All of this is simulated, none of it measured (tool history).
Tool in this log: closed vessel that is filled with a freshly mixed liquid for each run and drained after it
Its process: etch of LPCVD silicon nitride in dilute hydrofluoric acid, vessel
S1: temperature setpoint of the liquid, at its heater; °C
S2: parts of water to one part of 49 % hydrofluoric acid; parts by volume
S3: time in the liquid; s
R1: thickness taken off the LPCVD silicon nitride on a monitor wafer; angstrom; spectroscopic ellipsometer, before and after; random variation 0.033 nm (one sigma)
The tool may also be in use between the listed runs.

| run | day | S1 | S2 | S3 | R1 |
|---|---|---|---|---|---|
| 1 | 0 | 22 | 85 | 3085 | 154.4 |
| 2 | 0.254 | 21.5 | 85 | 3085 | 148.58 |
| 3 | 0.454 | 21.5 | 85 | 3085 | 149.29 |
| 4 | 0.779 | 21 | 85 | 3085 | 143.97 |
| 5 | 1.179 | 20.5 | 85 | 3085 | 138.13 |
| 6 | 1.546 | 23.5 | 85 | 3085 | 170.73 |
| 7 | 1.821 | 19.5 | 100 | 3085 | 110.63 |

What will run 8 give?
| 8 | 2.217 | 19 | 100 | 3085 | ? |

Logged for run 8: R1 106.49 angstrom.

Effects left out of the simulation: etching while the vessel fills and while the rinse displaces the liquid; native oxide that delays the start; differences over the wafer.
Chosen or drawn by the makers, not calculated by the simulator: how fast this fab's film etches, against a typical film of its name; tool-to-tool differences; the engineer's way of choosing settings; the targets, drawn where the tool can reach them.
